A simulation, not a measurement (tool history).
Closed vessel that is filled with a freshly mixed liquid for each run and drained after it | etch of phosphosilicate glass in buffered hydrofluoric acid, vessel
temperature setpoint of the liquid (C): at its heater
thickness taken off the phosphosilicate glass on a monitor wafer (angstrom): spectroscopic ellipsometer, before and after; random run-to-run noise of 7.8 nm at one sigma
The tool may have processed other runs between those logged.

run,hour,temperature setpoint of the liquid (C),parts of 40 % ammonium fluoride to one part of 49 % hydrofluoric acid (parts by volume),time in the liquid (s),thickness taken off the phosphosilicate glass on a monitor wafer (angstrom)
1,0,24,13,85,5054.1
2,1.5,26.5,12.5,85,6104.6
3,3.2,28,12.5,85,6568.7
4,12.1,25.5,12.5,85,5812.9
5,13.5,27.5,12.5,85,6389.2
6,21.2,29,12.5,85,6954.9
7,26.3,30,12.5,85,7455

Expected results for the next run?
8,29.5,30.5,12.5,85,?

thickness taken off the phosphosilicate glass on a monitor wafer (angstrom): 7537.7

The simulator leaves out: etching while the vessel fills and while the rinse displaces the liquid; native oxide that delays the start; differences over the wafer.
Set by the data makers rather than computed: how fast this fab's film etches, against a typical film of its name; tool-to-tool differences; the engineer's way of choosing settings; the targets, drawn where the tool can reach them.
